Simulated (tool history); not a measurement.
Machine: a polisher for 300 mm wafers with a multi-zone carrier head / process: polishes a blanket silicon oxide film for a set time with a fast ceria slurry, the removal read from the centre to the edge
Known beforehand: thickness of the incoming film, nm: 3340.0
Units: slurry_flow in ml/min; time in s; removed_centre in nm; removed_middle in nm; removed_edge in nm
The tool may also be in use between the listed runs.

run 1 hour=0 | slurry_flow=220 centre_zone=1 middle_zone=1 edge_zone=1 time=62 | removed_centre=1191.2 removed_middle=1160.3 removed_edge=1133.9
run 2 hour=6.4 | slurry_flow=220 centre_zone=1 middle_zone=1 edge_zone=1 time=51 | removed_centre=987.89 removed_middle=977.32 removed_edge=949.14
run 3 hour=9.5 | slurry_flow=235 centre_zone=1 middle_zone=1.05 edge_zone=1.03 time=57 | removed_centre=1091.5 removed_middle=1123.7 removed_edge=1084.1
run 4 hour=14.2 | slurry_flow=250 centre_zone=1 middle_zone=1.08 edge_zone=1.03 time=62 | removed_centre=1193.2 removed_middle=1275.9 removed_edge=1192.7
run 5 hour=23.2 | slurry_flow=265 centre_zone=1.01 middle_zone=1.11 edge_zone=1.04 time=65 | removed_centre=1269.7 removed_middle=1371.6 removed_edge=1254.6
run 6 hour=26.2 | slurry_flow=275 centre_zone=1.02 middle_zone=1.13 edge_zone=1.05 time=67 | removed_centre=1371.2 removed_middle=1446.7 removed_edge=1312.4
run 7 hour=32.1 | slurry_flow=285 centre_zone=1.01 middle_zone=1.14 edge_zone=1.06 time=69 | removed_centre=1374.8 removed_middle=1504.3 removed_edge=1352.7
run 8 hour=39.9 | slurry_flow=285 centre_zone=1.01 middle_zone=1.15 edge_zone=1.07 time=71 | removed_centre=1444.7 removed_middle=1559 removed_edge=1396.6
run 9 hour=43.3 | slurry_flow=290 centre_zone=1 middle_zone=1.16 edge_zone=1.08 time=72 | removed_centre=1446.3 removed_middle=1602.5 removed_edge=1423.2
run 10 hour=45.8 | slurry_flow=295 centre_zone=1 middle_zone=1.17 edge_zone=1.09 time=73 | removed_centre=1449.4 removed_middle=1635 removed_edge=1453.8

What will run 11 give?
run 11 hour=47.5 | slurry_flow=300 centre_zone=1 middle_zone=1.17 edge_zone=1.09 time=74 | removed_centre=? removed_middle=? removed_edge=?

Run 11 produced removed_centre 1466 nm, removed_middle 1649.5 nm, removed_edge 1472.6 nm.
